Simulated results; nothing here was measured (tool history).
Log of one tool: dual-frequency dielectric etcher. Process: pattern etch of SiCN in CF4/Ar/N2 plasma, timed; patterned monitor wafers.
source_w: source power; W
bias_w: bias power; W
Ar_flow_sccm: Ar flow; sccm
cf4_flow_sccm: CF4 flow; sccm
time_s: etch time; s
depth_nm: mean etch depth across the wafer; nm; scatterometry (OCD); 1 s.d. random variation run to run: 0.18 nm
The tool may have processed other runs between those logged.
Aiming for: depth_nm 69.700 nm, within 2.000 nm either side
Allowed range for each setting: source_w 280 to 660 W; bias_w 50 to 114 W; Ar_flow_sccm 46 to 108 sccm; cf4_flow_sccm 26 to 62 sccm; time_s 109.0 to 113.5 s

run  hour  source_w  bias_w  Ar_flow_sccm  cf4_flow_sccm  time_s  depth_nm
  1   0.0       470      82            77             44   109.0    96.871
  2   3.7       470      82            77             47   109.0    97.299
  3   6.5       470      82            86             47   109.0    96.215
  4  11.4       470      82            86             47   109.0    96.017
  5  16.6       420      81            86             47   109.0    87.407
  6  23.1       420      81            86             42   109.0    86.268
  7  24.6       380      80            86             42   109.0    79.186
  8  26.5       380      80            86             42   109.0    79.238

Of the 5 settings listed for the next run, only one would bring every result within its allowed miss of target. Which one?
  A  28.4       360      76            86             43   109.0         ?
  B  28.4       310      86            75             43   113.5         ?
  C  28.4       320      80            81             42   109.0         ?
  D  28.4       310      85            79             44   113.5         ?
  E  28.4       400      60            76             48   109.0         ?

move  depth_nm
   A    73.908
   B    75.093
   C    70.020
   D    74.348
   E    72.632
A: nearer the targets than the last run, but a result is still out of spec
B: nearer the targets than the last run, but a result is still out of spec
C: hits every target within its allowed miss
D: nearer the targets than the last run, but a result is still out of spec
E: nearer the targets than the last run, but a result is still out of spec
Answer: C
